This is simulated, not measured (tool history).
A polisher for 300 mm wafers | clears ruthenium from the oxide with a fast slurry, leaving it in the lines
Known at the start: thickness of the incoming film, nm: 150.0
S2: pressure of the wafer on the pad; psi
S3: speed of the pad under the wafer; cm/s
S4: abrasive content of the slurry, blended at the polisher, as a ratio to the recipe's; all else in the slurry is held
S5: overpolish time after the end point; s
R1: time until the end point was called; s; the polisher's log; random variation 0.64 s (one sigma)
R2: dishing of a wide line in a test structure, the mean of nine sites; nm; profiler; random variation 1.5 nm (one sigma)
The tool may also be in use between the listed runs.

Run 1, hour 0: flow of slurry (ml/min) 180, S2 2 psi, S3 128 cm/s, S4 1, S5 20 s. Result: R1 33.031 s, R2 72 nm.
Run 2, hour 5.2: flow of slurry (ml/min) 180, S2 2 psi, S3 128 cm/s, S4 1.1, S5 20 s. Result: R1 32.952 s, R2 71.408 nm.
Run 3, hour 7.5: flow of slurry (ml/min) 175, S2 1.9 psi, S3 128 cm/s, S4 1.1, S5 21 s. Result: R1 34.22 s, R2 73.48 nm.
Run 4, hour 12.5: flow of slurry (ml/min) 175, S2 1.9 psi, S3 148 cm/s, S4 1.1, S5 21 s. Result: R1 30.345 s, R2 81.105 nm.
Run 5, hour 15: flow of slurry (ml/min) 175, S2 1.8 psi, S3 146 cm/s, S4 1.1, S5 22 s. Result: R1 32.984 s, R2 78.573 nm.
Run 6, hour 20.3: flow of slurry (ml/min) 175, S2 1.8 psi, S3 146 cm/s, S4 0.95, S5 22 s. Result: R1 34.155 s, R2 74.381 nm.
Run 7, hour 29.1: flow of slurry (ml/min) 175, S2 1.7 psi, S3 146 cm/s, S4 0.95, S5 23 s. Result: R1 35.827 s, R2 77.76 nm.
Run 8, hour 33.5: flow of slurry (ml/min) 175, S2 1.7 psi, S3 146 cm/s, S4 0.95, S5 23 s. Result: R1 36.534 s, R2 75.344 nm.
Run 9, hour 40.9: flow of slurry (ml/min) 175, S2 1.6 psi, S3 146 cm/s, S4 0.95, S5 24 s. Result: R1 38.207 s, R2 71.098 nm.

Forecast run 10:
Run 10, hour 45.1: flow of slurry (ml/min) 175, S2 1.5 psi, S3 146 cm/s, S4 0.95, S5 25 s. Result: R1 ?, R2 ?.

{"run 10": {"R1": 41.668, "R2": 72.766}}
